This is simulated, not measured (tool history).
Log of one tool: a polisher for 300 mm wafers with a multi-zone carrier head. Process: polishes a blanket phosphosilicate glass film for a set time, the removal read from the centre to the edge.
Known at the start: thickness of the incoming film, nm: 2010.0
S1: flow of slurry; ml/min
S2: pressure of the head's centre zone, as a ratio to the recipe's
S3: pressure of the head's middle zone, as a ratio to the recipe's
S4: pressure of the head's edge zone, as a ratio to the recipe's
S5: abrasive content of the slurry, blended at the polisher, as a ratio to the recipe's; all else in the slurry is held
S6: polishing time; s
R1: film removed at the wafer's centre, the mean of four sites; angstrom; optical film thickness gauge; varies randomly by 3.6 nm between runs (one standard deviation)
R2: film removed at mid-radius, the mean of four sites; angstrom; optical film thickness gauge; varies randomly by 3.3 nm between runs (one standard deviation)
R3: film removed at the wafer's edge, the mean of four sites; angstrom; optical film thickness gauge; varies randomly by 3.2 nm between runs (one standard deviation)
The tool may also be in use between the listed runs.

Run 1, day 0: S1 140 ml/min, S2 1, S3 1, S4 1, S5 1, S6 41 s. Result: R1 4521.7 angstrom, R2 4398.4 angstrom, R3 4378.5 angstrom.
Run 2, day 0.038: S1 140 ml/min, S2 1, S3 1.05, S4 1, S5 1, S6 41 s. Result: R1 4460.4 angstrom, R2 4474.4 angstrom, R3 4299.7 angstrom.
Run 3, day 0.25: S1 140 ml/min, S2 1, S3 1.05, S4 1, S5 1.2, S6 41 s. Result: R1 4878.7 angstrom, R2 4841.2 angstrom, R3 4768.2 angstrom.
Run 4, day 0.554: S1 140 ml/min, S2 1, S3 1.13, S4 1, S5 1.2, S6 41 s. Result: R1 4810.2 angstrom, R2 5106.9 angstrom, R3 4651.2 angstrom.
Run 5, day 0.867: S1 140 ml/min, S2 1, S3 1.13, S4 1, S5 1.2, S6 35 s. Result: R1 4083.4 angstrom, R2 4360.1 angstrom, R3 3910.4 angstrom.
Run 6, day 0.967: S1 135 ml/min, S2 1.01, S3 1.1, S4 0.99, S5 1, S6 34 s. Result: R1 3786.3 angstrom, R2 3939 angstrom, R3 3555.2 angstrom.
Run 7, day 1.167: S1 130 ml/min, S2 1.02, S3 1, S4 0.9, S5 0.75, S6 27 s. Result: R1 2559.9 angstrom, R2 2463.4 angstrom, R3 2384.1 angstrom.

What does the tool deliver on the next run?
Run 8, day 1.346: S1 140 ml/min, S2 1.03, S3 1.02, S4 0.9, S5 0.75, S6 27 s. Result: R1 ?, R2 ?, R3 ?.

R1: 2624.9 angstrom
R2: 2595.8 angstrom
R3: 2406 angstrom

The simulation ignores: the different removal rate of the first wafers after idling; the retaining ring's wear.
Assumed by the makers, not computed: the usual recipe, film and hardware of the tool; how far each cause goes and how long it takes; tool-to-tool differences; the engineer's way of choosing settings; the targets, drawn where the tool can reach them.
